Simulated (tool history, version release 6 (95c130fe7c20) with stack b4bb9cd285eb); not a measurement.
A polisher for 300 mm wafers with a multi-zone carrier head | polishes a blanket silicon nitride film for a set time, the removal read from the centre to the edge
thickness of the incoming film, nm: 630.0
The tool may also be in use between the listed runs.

run,hour,flow of slurry (ml/min),pressure of the head's centre zone,pressure of the head's middle zone,pressure of the head's edge zone,polishing time (s),film removed at the wafer's centre (angstrom),film removed at mid-radius (angstrom),film removed at the wafer's edge (angstrom)
1,0.0,120,1.00,1.00,1.00,75,1828.1,1913.0,1799.1
2,5.0,120,1.00,1.00,0.93,75,1812.3,1864.7,1711.2
3,8.3,130,1.00,1.01,1.00,78,1916.2,1996.5,1851.5
4,10.7,125,1.00,1.01,1.04,83,2025.8,2141.6,2057.0
5,18.7,130,1.00,1.02,1.08,85,2122.7,2180.4,2139.2
6,19.7,130,0.94,1.02,1.08,85,2013.6,2239.5,2176.9
7,27.1,140,0.94,1.03,1.10,86,1999.8,2265.1,2203.7

Run 8 comes next. What will it give?
8,35.1,140,0.95,1.04,1.11,88,?,?,?

film removed at the wafer's centre (angstrom): 2065.0
film removed at mid-radius (angstrom): 2321.9
film removed at the wafer's edge (angstrom): 2258.3
